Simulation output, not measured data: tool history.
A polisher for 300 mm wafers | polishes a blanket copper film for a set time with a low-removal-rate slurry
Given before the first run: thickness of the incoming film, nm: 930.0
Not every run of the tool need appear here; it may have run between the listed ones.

run	day	flow of slurry (ml/min)	pressure of the wafer on the pad (kPa)	speed of the pad under the wafer (m/s)	abrasive content of the slurry	polishing time (s)	film removed (angstrom)
1	0.000	315	13.8	1.34	1.00	53	1265.50
2	0.062	315	12.4	1.28	1.00	53	1084.30
3	0.154	315	11.7	1.24	1.00	53	1011.40
4	0.400	315	11.7	1.24	1.15	53	1034.90
5	0.700	315	11.0	1.20	1.15	53	941.62
6	0.950	315	13.1	1.20	1.15	53	1132.20
7	1.100	315	12.4	1.16	1.15	53	1020.40
8	1.421	315	12.4	1.16	1.15	53	1023.70
9	1.575	315	11.7	1.14	1.15	53	949.16

What will run 10 give?
10	1.875	315	11.7	1.14	1.15	53	?

film removed (angstrom): 956.54

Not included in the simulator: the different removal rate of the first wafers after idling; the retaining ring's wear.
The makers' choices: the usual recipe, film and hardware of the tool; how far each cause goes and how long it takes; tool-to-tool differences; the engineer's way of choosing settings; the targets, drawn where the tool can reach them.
